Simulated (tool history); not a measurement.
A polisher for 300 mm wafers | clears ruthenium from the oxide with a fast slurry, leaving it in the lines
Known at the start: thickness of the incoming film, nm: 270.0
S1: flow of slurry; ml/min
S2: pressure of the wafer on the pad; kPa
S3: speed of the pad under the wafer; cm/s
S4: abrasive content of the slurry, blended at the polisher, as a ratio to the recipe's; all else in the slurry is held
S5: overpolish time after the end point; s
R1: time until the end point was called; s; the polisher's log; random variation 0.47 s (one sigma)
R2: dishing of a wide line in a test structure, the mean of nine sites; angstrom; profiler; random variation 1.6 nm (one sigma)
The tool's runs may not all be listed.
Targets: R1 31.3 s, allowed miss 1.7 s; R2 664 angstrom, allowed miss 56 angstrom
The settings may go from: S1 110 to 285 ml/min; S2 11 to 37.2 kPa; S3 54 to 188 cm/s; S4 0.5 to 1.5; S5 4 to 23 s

run,hour,S1,S2,S3,S4,S5,R1,R2
1,0,180,24.1,120,1,12,49.51,526.59
2,4.8,180,25.5,120,1,12,46.68,575.78
3,7.2,145,25.5,120,1,12,48.874,509.64
4,14.7,155,26.2,120,1,12,46.334,535.03
5,15.4,160,26.9,120,1,12,45.391,572.25
6,23.1,160,30.3,120,1,12,40.674,653.13
7,26.5,165,31,120,1,11,38.698,608.56
8,32.4,170,31.7,120,1,11,37.132,625.63
9,33.2,180,35.9,122,1,10,33.877,648.97

Which of these 4 next moves meets every target?
A,34,190,33.8,106,1,13,?,?
B,34,175,33.8,122,0.95,10,?,?
C,34,225,35.2,150,0.8,10,?,?
D,34,210,32.4,116,0.95,12,?,?

move,R1,R2
A,39.212,679.67
B,36.217,583.51
C,31.124,662.37
D,38.377,647.67
A: further off than the last run
B: further off than the last run
C: meets every target
D: further off than the last run
The right move is C.

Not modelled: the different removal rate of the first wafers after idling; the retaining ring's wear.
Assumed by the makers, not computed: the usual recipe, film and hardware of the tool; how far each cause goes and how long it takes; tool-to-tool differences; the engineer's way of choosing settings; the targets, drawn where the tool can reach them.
